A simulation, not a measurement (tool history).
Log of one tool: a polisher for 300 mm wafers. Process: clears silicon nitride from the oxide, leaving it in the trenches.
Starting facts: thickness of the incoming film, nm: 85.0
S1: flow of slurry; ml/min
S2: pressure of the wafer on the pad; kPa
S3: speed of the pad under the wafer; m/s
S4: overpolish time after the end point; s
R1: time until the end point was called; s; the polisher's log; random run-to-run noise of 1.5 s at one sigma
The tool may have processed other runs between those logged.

| run | hour | S1 | S2 | S3 | S4 | R1 |
|---|---|---|---|---|---|---|
| 1 | 0.0 | 190 | 23.4 | 1.00 | 31 | 71.977 |
| 2 | 7.9 | 190 | 20.7 | 0.98 | 31 | 85.907 |
| 3 | 11.3 | 190 | 19.3 | 0.98 | 31 | 91.668 |
| 4 | 19.9 | 190 | 17.9 | 0.98 | 31 | 96.068 |
| 5 | 23.7 | 190 | 17.9 | 1.06 | 31 | 88.564 |
| 6 | 25.6 | 190 | 17.9 | 0.96 | 31 | 95.519 |
| 7 | 32.9 | 190 | 13.8 | 0.94 | 31 | 126.230 |

Run 8 is up next; what results do you expect?
| 8 | 41.9 | 190 | 14.5 | 0.94 | 31 | ? |

Run 8 came out at R1 121.210 s.
